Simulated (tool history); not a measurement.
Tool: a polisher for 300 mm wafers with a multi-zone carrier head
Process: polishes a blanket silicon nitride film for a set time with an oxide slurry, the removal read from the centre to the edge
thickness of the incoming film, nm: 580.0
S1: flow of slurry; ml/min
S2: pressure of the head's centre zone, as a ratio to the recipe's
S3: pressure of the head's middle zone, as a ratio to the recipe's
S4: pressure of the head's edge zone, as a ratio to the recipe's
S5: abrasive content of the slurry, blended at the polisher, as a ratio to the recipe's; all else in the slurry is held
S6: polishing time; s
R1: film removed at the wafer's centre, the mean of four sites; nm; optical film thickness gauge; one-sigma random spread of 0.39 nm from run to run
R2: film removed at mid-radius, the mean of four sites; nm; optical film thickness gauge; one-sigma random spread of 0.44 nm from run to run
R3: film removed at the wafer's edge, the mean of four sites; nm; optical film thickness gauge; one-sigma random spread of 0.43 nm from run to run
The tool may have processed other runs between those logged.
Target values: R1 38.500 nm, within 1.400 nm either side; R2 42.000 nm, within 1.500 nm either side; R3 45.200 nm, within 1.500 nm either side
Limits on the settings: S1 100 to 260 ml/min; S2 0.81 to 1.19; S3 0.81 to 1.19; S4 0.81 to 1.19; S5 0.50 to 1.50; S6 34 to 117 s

run	hour	S1	S2	S3	S4	S5	S6	R1	R2	R3
1	0.0	165	1.00	1.00	1.00	1.00	75	59.389	61.623	61.890
2	2.2	165	1.00	1.00	1.00	1.00	82	64.207	67.957	67.689
3	7.1	165	1.00	1.00	1.00	1.00	95	74.635	78.450	76.193
4	14.6	165	1.00	1.00	1.00	1.00	82	64.969	65.785	66.087
5	16.4	155	0.95	0.97	0.97	0.85	80	56.321	60.080	60.576
# hour 23.1: edge zone pressure recalibrated
6	23.1	145	0.92	0.95	0.96	0.75	77	48.677	53.470	53.458
7	31.3	135	0.90	0.92	0.96	0.70	77	45.924	51.034	52.051
8	33.8	115	0.87	0.82	0.93	0.50	74	37.061	38.747	43.159
9	40.7	125	0.87	0.83	0.94	0.50	74	38.200	39.857	44.777
10	48.4	130	0.87	0.84	0.94	0.50	74	37.891	39.634	44.771

Which one of the following 4 next-run settings gets every result inside its allowed miss? There is exactly one.
A	56.1	130	0.87	0.81	0.96	0.55	72	?	?	?
B	56.1	125	0.92	0.83	0.89	0.55	74	?	?	?
C	56.1	120	0.81	0.95	0.92	0.55	74	?	?	?
D	56.1	205	0.86	0.89	1.04	0.50	68	?	?	?

move	R1	R2	R3
A	38.291	38.984	44.198
B	41.162	40.449	44.064
C	35.773	44.756	44.088
D	38.416	42.258	44.336
A: its largest miss is bigger than the last run's
B: its largest miss is bigger than the last run's
C: pushes the last run's worst result past its target
D: every result lands within tolerance
Move D is the one to make.
